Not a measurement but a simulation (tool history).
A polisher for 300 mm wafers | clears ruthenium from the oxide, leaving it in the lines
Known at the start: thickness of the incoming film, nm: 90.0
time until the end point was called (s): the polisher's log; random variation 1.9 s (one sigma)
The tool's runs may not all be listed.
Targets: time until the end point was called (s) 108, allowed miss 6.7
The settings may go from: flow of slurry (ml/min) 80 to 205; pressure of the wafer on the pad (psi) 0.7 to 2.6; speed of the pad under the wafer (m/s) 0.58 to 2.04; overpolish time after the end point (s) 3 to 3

run,hour,flow of slurry (ml/min),pressure of the wafer on the pad (psi),speed of the pad under the wafer (m/s),overpolish time after the end point (s),time until the end point was called (s)
1,0,135,1.6,1.3,3,79.06
2,3,135,1.5,1.28,3,84.653
3,10.7,135,1.7,1.28,3,78.029
4,16.6,135,1.5,1.26,3,81.924
5,23.1,155,1.5,1.26,3,85.109
6,24.1,135,1.5,1.26,3,86.169
7,31.9,135,1.4,1.24,3,90.086
8,40.2,135,1.3,1.22,3,96.532

5 next moves are on the table. One of them brings every result within its allowed miss. Which?
A,48.5,160,1.3,1.34,3,?
B,48.5,135,1.5,1.32,3,?
C,48.5,125,1.4,1.38,3,?
D,48.5,140,1.1,1.26,3,?
E,48.5,135,1.8,1.16,3,?

move,time until the end point was called (s)
A,87.297
B,80.118
C,82.468
D,108.88
E,77.225
A: further off than the last run
B: further off than the last run
C: further off than the last run
D: meets every target
E: further off than the last run
The right move is D.
